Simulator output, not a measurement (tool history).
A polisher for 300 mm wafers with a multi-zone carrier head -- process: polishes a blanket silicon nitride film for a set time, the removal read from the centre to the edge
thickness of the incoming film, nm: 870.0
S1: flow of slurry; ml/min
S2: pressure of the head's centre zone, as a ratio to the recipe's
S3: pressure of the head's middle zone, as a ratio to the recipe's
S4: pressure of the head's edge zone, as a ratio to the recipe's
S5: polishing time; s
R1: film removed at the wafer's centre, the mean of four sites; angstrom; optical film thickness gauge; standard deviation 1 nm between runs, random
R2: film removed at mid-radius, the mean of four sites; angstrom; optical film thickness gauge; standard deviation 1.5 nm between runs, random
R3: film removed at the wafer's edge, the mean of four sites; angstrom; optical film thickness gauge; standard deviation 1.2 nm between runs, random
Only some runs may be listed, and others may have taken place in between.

Run 1, hour 0.0: S1 225 ml/min, S2 1.00, S3 1.00, S4 1.00, S5 72 s. Result: R1 1604.3 angstrom, R2 1660.6 angstrom, R3 1500.7 angstrom.
Run 2, hour 8.8: S1 210 ml/min, S2 0.99, S3 0.97, S4 1.01, S5 72 s. Result: R1 1562.0 angstrom, R2 1555.6 angstrom, R3 1530.7 angstrom.
Run 3, hour 13.6: S1 210 ml/min, S2 0.99, S3 1.03, S4 1.01, S5 72 s. Result: R1 1558.5 angstrom, R2 1661.4 angstrom, R3 1513.2 angstrom.
Run 4, hour 18.7: S1 195 ml/min, S2 0.99, S3 1.01, S4 1.01, S5 72 s. Result: R1 1541.6 angstrom, R2 1628.8 angstrom, R3 1513.1 angstrom.
Run 5, hour 21.9: S1 190 ml/min, S2 0.99, S3 0.98, S4 1.00, S5 72 s. Result: R1 1540.2 angstrom, R2 1581.8 angstrom, R3 1501.0 angstrom.
Run 6, hour 26.2: S1 185 ml/min, S2 0.99, S3 0.96, S4 1.00, S5 72 s. Result: R1 1551.9 angstrom, R2 1535.1 angstrom, R3 1495.8 angstrom.

What does the tool deliver on the next run?
Run 7, hour 31.2: S1 150 ml/min, S2 0.94, S3 0.89, S4 1.03, S5 71 s. Result: R1 ?, R2 ?, R3 ?.

Run 7 measured R1 1392.5 angstrom, R2 1372.8 angstrom, R3 1452.5 angstrom.
